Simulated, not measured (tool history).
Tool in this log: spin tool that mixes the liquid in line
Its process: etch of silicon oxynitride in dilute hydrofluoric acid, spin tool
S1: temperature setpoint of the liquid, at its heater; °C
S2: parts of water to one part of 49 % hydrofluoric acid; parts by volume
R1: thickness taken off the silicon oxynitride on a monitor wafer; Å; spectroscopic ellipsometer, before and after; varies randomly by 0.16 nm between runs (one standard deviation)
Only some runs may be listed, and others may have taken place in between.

run 1 hour=0 | S1=24 S2=100 time_under_the_liquid_(s)=315 | R1=61.003
run 2 hour=3.9 | S1=25 S2=95 time_under_the_liquid_(s)=315 | R1=67.508
run 3 hour=6.9 | S1=26.5 S2=95 time_under_the_liquid_(s)=315 | R1=71.026
run 4 hour=8.6 | S1=26.5 S2=115 time_under_the_liquid_(s)=315 | R1=58.816
run 5 hour=15.3 | S1=29.5 S2=115 time_under_the_liquid_(s)=315 | R1=66.542
run 6 hour=20 | S1=29.5 S2=115 time_under_the_liquid_(s)=335 | R1=70.09
run 7 hour=26.9 | S1=30 S2=105 time_under_the_liquid_(s)=335 | R1=80.054
run 8 hour=32.1 | S1=30.5 S2=100 time_under_the_liquid_(s)=335 | R1=86.411

Run 9 has not been measured yet. What should we expect?
run 9 hour=38.3 | S1=30.5 S2=95 time_under_the_liquid_(s)=335 | R1=?

R1: 92.457 Å

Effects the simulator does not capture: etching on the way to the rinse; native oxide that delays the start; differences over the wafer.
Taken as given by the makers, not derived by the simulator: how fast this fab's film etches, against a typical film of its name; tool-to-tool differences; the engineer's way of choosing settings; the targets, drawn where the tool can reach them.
